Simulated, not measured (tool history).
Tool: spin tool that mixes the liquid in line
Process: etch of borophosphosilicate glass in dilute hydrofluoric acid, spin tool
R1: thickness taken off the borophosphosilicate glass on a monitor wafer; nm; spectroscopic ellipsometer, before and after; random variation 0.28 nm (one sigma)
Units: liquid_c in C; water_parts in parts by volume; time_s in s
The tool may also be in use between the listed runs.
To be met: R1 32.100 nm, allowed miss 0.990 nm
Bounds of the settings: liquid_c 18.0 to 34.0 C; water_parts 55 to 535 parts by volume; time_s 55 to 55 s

run 1 day=0.000 | liquid_c=26.0 water_parts=295 time_s=55 | R1=10.072
run 2 day=0.046 | liquid_c=27.5 water_parts=250 time_s=55 | R1=13.148
run 3 day=0.283 | liquid_c=30.5 water_parts=250 time_s=55 | R1=14.532
run 4 day=0.596 | liquid_c=33.0 water_parts=250 time_s=55 | R1=15.748
run 5 day=0.696 | liquid_c=34.0 water_parts=250 time_s=55 | R1=16.562
run 6 day=0.988 | liquid_c=34.0 water_parts=290 time_s=55 | R1=13.542
run 7 day=1.029 | liquid_c=34.0 water_parts=250 time_s=55 | R1=16.068
run 8 day=1.383 | liquid_c=34.0 water_parts=215 time_s=55 | R1=19.660
run 9 day=1.567 | liquid_c=34.0 water_parts=195 time_s=55 | R1=22.557
run 10 day=1.821 | liquid_c=34.0 water_parts=180 time_s=55 | R1=25.249

4 next moves are on the table. One of them brings every result within its allowed miss. Which?
run A day=2.075 | liquid_c=33.0 water_parts=135 time_s=55 | R1=?
run B day=2.075 | liquid_c=27.5 water_parts=130 time_s=55 | R1=?
run C day=2.075 | liquid_c=33.5 water_parts=145 time_s=55 | R1=?
run D day=2.075 | liquid_c=34.0 water_parts=155 time_s=55 | R1=?

move=A R1=34.101
move=B R1=29.188
move=C R1=31.853
move=D R1=29.889
A: takes the result that was furthest off past its target
B: nearer than the last run, and not there yet
C: meets every target
D: nearer than the last run, and not there yet
Answer: C

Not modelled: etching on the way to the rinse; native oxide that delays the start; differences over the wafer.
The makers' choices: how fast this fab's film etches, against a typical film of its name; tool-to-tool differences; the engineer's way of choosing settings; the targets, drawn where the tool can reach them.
